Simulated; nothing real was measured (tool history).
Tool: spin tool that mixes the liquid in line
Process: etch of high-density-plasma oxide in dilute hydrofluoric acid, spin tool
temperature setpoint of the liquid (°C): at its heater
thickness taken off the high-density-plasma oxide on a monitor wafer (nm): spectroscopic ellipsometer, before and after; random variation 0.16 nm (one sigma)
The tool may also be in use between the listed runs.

| run | hour | temperature setpoint of the liquid (°C) | parts of water to one part of 49 % hydrofluoric acid (parts by volume) | time under the liquid (s) | thickness taken off the high-density-plasma oxide on a monitor wafer (nm) |
|---|---|---|---|---|---|
| 1 | 0 | 22 | 85 | 80 | 5.6315 |
| 2 | 7.1 | 19.5 | 85 | 80 | 5.0156 |
| 3 | 14.7 | 20.5 | 80 | 80 | 5.5879 |
| 4 | 16.9 | 21.5 | 75 | 80 | 6.2833 |
| 5 | 20.1 | 21.5 | 75 | 55 | 4.3854 |
| 6 | 27.7 | 19.5 | 75 | 55 | 3.9718 |
| 7 | 33.6 | 21 | 70 | 60 | 4.9731 |
| 8 | 39.2 | 22 | 65 | 60 | 5.5917 |
| 9 | 40 | 23 | 60 | 60 | 6.3716 |
| 10 | 49 | 27 | 30 | 80 | 20.756 |
| 11 | 49.8 | 26.5 | 30 | 80 | 20.47 |
| 12 | 54.3 | 26 | 30 | 80 | 19.941 |
| 13 | 61.8 | 25.5 | 30 | 80 | 19.852 |
| 14 | 67.3 | 25 | 30 | 80 | 19.294 |
| 15 | 73.2 | 24.5 | 30 | 80 | 18.772 |
| 16 | 80.9 | 24 | 30 | 80 | 18.059 |

The next listed run, before its measurement:
| 17 | 83.8 | 23 | 30 | 80 | ? |

Run 17 gave thickness taken off the high-density-plasma oxide on a monitor wafer (nm) 17.589.
